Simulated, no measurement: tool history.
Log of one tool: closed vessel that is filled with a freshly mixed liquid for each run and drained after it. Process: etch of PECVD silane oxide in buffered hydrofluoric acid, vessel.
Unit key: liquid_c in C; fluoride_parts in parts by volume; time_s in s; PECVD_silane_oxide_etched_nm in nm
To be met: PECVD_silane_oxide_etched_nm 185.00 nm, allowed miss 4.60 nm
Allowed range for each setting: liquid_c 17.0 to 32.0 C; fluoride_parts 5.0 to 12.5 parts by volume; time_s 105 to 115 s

run	hour	liquid_c	fluoride_parts	time_s	PECVD_silane_oxide_etched_nm
1	0.0	25.0	7.5	105	225.36
2	6.6	24.5	7.5	105	218.77
3	9.7	24.0	7.5	105	211.66
4	14.9	24.0	6.0	105	262.03
# hour 17.8: thermometer replaced
5	17.8	23.5	6.0	105	238.82
6	23.5	23.5	6.0	115	262.05
7	32.0	23.0	6.0	115	254.96
8	36.0	22.5	6.0	115	246.96
9	44.3	22.0	6.0	115	239.80
10	47.4	21.5	6.0	115	231.72
11	56.1	21.0	6.0	115	228.24
12	57.3	20.5	6.0	115	220.82
13	60.3	20.0	6.0	115	215.82
14	64.1	19.5	6.0	115	209.66
15	70.0	18.5	6.0	115	198.09
16	77.2	18.0	6.0	115	192.29

Which one of the following 5 next-run settings gets every result inside its allowed miss? There is exactly one.
A	84.4	17.5	5.5	110	?
B	84.4	19.5	6.5	115	?
C	84.4	18.5	6.0	115	?
D	84.4	17.5	5.5	115	?
E	84.4	21.5	7.0	105	?

move	PECVD_silane_oxide_etched_nm
A	192.53
B	195.27
C	197.84
D	201.28
E	186.88
A: no nearer and no further than the last run
B: the biggest miss grows against the last run
C: the biggest miss grows against the last run
D: the biggest miss grows against the last run
E: every result within its allowed miss
E is the move that brings every result within its allowed miss.
